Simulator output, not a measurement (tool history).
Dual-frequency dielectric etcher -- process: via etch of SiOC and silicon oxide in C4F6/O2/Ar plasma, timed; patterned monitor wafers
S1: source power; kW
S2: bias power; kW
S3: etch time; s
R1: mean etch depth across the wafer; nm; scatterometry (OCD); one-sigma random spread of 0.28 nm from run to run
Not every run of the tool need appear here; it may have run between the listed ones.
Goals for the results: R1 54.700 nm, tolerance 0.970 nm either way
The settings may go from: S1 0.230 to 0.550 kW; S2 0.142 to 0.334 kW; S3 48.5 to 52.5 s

| run | hour | S1 | S2 | S3 | R1 |
|---|---|---|---|---|---|
| 1 | 0.0 | 0.390 | 0.238 | 52.5 | 62.844 |
| 2 | 2.3 | 0.380 | 0.237 | 52.5 | 62.138 |
| 3 | 4.2 | 0.380 | 0.252 | 52.5 | 64.456 |
| 4 | 9.3 | 0.380 | 0.283 | 52.5 | 67.035 |
| 5 | 13.2 | 0.380 | 0.283 | 52.5 | 67.048 |
| 6 | 15.4 | 0.360 | 0.277 | 52.5 | 65.806 |
| 7 | 20.4 | 0.350 | 0.269 | 52.5 | 63.809 |
| 8 | 25.1 | 0.340 | 0.266 | 52.5 | 62.401 |

Consider the 5 candidate settings below. Which is the only one whose results all fall within their allowed miss of target?
| A | 29.8 | 0.230 | 0.257 | 50.5 | ? |
| B | 29.8 | 0.300 | 0.253 | 51.0 | ? |
| C | 29.8 | 0.250 | 0.274 | 51.5 | ? |
| D | 29.8 | 0.410 | 0.271 | 52.5 | ? |
| E | 29.8 | 0.350 | 0.290 | 52.5 | ? |

| move | R1 |
|---|---|
| A | 50.923 |
| B | 57.216 |
| C | 55.348 |
| D | 69.026 |
| E | 66.563 |
A: the result that was furthest off in the last run now lies on the other side of its target
B: gains on the last run, yet a result remains outside its allowed miss
C: meets every target
D: misses by more than the last run did
E: misses by more than the last run did
The right move is C.
